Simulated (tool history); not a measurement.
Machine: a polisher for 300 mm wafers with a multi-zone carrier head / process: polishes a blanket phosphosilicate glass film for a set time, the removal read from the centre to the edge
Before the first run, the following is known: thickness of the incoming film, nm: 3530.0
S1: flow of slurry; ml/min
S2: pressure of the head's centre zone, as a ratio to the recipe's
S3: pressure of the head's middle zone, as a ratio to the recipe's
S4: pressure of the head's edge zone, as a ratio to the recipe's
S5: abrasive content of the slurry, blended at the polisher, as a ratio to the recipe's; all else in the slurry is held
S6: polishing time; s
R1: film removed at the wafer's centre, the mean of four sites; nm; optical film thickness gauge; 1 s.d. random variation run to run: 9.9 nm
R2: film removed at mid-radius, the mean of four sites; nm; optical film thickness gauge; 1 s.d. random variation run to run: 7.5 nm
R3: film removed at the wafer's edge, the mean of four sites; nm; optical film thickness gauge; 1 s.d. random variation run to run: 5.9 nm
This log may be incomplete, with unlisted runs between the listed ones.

run 1 hour=0.0 | S1=220 S2=1.00 S3=1.00 S4=1.00 S5=1.00 S6=77 | R1=478.39 R2=467.61 R3=465.09
run 2 hour=6.2 | S1=250 S2=1.00 S3=1.00 S4=1.00 S5=1.00 S6=77 | R1=484.57 R2=488.12 R3=467.67
run 3 hour=7.2 | S1=245 S2=0.99 S3=1.00 S4=1.01 S5=1.05 S6=79 | R1=490.43 R2=502.43 R3=493.85
run 4 hour=10.3 | S1=240 S2=1.00 S3=1.00 S4=1.02 S5=1.10 S6=80 | R1=517.45 R2=512.52 R3=501.66
run 5 hour=16.5 | S1=240 S2=1.00 S3=1.00 S4=0.98 S5=1.10 S6=80 | R1=490.43 R2=511.78 R3=495.61
run 6 hour=25.4 | S1=210 S2=1.00 S3=1.00 S4=0.98 S5=1.10 S6=80 | R1=492.69 R2=486.38 R3=484.52

Run 7 comes next. What will it give?
run 7 hour=32.5 | S1=215 S2=0.99 S3=1.00 S4=1.00 S5=1.15 S6=82 | R1=? R2=? R3=?

R1: 503.51 nm
R2: 526.67 nm
R3: 506.06 nm
